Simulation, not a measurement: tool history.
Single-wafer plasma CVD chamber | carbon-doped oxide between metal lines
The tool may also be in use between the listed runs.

| run | day | heater temperature setpoint (°C) | chamber pressure (Pa) | RF power (kW) | deposition time (s) | mean film thickness on the monitor wafer (Å) |
|---|---|---|---|---|---|---|
| 1 | 0.000 | 345 | 803 | 0.445 | 7.27 | 345.09 |
| 2 | 0.021 | 345 | 803 | 0.445 | 6.93 | 329.52 |
| 3 | 0.296 | 347 | 775 | 0.435 | 6.93 | 321.54 |
| 4 | 0.421 | 347 | 775 | 0.410 | 6.93 | 311.18 |
| 5 | 0.550 | 347 | 775 | 0.410 | 6.93 | 311.15 |
| 6 | 0.850 | 349 | 753 | 0.405 | 6.93 | 305.35 |

The next listed run, before its measurement:
| 7 | 1.058 | 351 | 739 | 0.405 | 6.93 | ? |

mean film thickness on the monitor wafer (Å): 302.46

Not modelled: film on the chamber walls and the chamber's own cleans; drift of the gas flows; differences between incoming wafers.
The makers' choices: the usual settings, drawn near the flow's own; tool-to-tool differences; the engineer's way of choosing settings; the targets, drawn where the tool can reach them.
